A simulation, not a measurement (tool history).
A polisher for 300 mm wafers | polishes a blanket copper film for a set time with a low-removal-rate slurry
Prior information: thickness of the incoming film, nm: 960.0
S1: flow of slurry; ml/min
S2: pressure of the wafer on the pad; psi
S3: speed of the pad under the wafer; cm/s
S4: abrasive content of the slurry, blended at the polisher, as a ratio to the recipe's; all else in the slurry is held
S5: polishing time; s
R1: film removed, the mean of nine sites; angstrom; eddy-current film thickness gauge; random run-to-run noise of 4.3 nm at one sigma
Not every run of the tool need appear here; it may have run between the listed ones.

{"run": 1, "hour": 0.0, "S1": 145, "S2": 2.9, "S3": 82, "S4": 1, "S5": 120, "R1": 2288.1}
{"run": 2, "hour": 3.3, "S1": 150, "S2": 3.3, "S3": 82, "S4": 1, "S5": 120, "R1": 2586.8}
{"run": 3, "hour": 9.3, "S1": 150, "S2": 3.6, "S3": 82, "S4": 1, "S5": 120, "R1": 2889.2}
{"run": 4, "hour": 11.1, "S1": 165, "S2": 3.6, "S3": 82, "S4": 1, "S5": 120, "R1": 2956.6}
{"run": 5, "hour": 12.2, "S1": 170, "S2": 3.7, "S3": 82, "S4": 1, "S5": 120, "R1": 3003.4}
{"run": 6, "hour": 13.2, "S1": 170, "S2": 3.7, "S3": 82, "S4": 1, "S5": 120, "R1": 2996.4}
{"run": 7, "hour": 15.1, "S1": 170, "S2": 3.9, "S3": 82, "S4": 1, "S5": 120, "R1": 3179.4}

The next listed run, before its measurement:
{"run": 8, "hour": 18.4, "S1": 170, "S2": 4, "S3": 82, "S4": 1, "S5": 120, "R1": "?"}

{"run 8": {"R1": 3241.2}}

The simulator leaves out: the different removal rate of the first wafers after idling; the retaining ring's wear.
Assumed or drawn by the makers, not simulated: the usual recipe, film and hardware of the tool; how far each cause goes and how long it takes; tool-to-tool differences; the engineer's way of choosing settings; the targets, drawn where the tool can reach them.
